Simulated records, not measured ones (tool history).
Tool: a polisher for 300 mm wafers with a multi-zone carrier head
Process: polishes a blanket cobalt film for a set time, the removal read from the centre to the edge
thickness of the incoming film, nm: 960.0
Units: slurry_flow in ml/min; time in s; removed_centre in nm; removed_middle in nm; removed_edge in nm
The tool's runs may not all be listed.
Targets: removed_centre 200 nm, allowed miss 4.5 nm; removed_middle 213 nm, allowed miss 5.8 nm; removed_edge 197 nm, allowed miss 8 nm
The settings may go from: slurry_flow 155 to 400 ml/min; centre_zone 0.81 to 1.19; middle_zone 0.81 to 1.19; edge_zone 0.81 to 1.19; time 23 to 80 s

Run 1, hour 0: slurry_flow 255 ml/min, centre_zone 1, middle_zone 1, edge_zone 1, time 51 s. Result: removed_centre 357.69 nm, removed_middle 329.46 nm, removed_edge 331.08 nm.
Run 2, hour 3.9: slurry_flow 245 ml/min, centre_zone 0.95, middle_zone 1, edge_zone 0.94, time 44 s. Result: removed_centre 294.44 nm, removed_middle 284.58 nm, removed_edge 276.35 nm.
Run 3, hour 10.3: slurry_flow 235 ml/min, centre_zone 0.91, middle_zone 0.99, edge_zone 0.9, time 40 s. Result: removed_centre 253.7 nm, removed_middle 256.66 nm, removed_edge 238.52 nm.
Run 4, hour 12: slurry_flow 235 ml/min, centre_zone 0.86, middle_zone 0.99, edge_zone 0.9, time 40 s. Result: removed_centre 237.4 nm, removed_middle 256 nm, removed_edge 243.53 nm.
At hour 19.8: centre zone pressure recalibrated.
Run 5, hour 19.8: slurry_flow 235 ml/min, centre_zone 0.81, middle_zone 0.99, edge_zone 0.9, time 40 s. Result: removed_centre 208.22 nm, removed_middle 257.14 nm, removed_edge 248.33 nm.
Run 6, hour 22.2: slurry_flow 195 ml/min, centre_zone 0.81, middle_zone 0.99, edge_zone 0.9, time 40 s. Result: removed_centre 204.7 nm, removed_middle 246.32 nm, removed_edge 238.6 nm.
Run 7, hour 29.3: slurry_flow 185 ml/min, centre_zone 0.82, middle_zone 0.98, edge_zone 0.87, time 38 s. Result: removed_centre 195.14 nm, removed_middle 229.84 nm, removed_edge 226.8 nm.
Run 8, hour 35.7: slurry_flow 195 ml/min, centre_zone 0.84, middle_zone 0.99, edge_zone 0.85, time 36 s. Result: removed_centre 189.29 nm, removed_middle 223.03 nm, removed_edge 208.26 nm.

4 next moves are on the table. One of them brings every result within its allowed miss. Which?
Run A, hour 42.1: slurry_flow 245 ml/min, centre_zone 0.93, middle_zone 1, edge_zone 0.85, time 33 s. Result: removed_centre ?, removed_middle ?, removed_edge ?.
Run B, hour 42.1: slurry_flow 195 ml/min, centre_zone 0.87, middle_zone 1.19, edge_zone 0.81, time 33 s. Result: removed_centre ?, removed_middle ?, removed_edge ?.
Run C, hour 42.1: slurry_flow 235 ml/min, centre_zone 0.83, middle_zone 1.06, edge_zone 0.82, time 34 s. Result: removed_centre ?, removed_middle ?, removed_edge ?.
Run D, hour 42.1: slurry_flow 200 ml/min, centre_zone 0.82, middle_zone 1.14, edge_zone 0.81, time 35 s. Result: removed_centre ?, removed_middle ?, removed_edge ?.

move  removed_centre  removed_middle  removed_edge
   A          201.62           211.5        195.98
   B          181.63           237.2        186.52
   C          184.13           227.8        197.74
   D          182.28          243.54        198.58
A: meets every target
B: further off than the last run
C: further off than the last run
D: further off than the last run
Answer: A
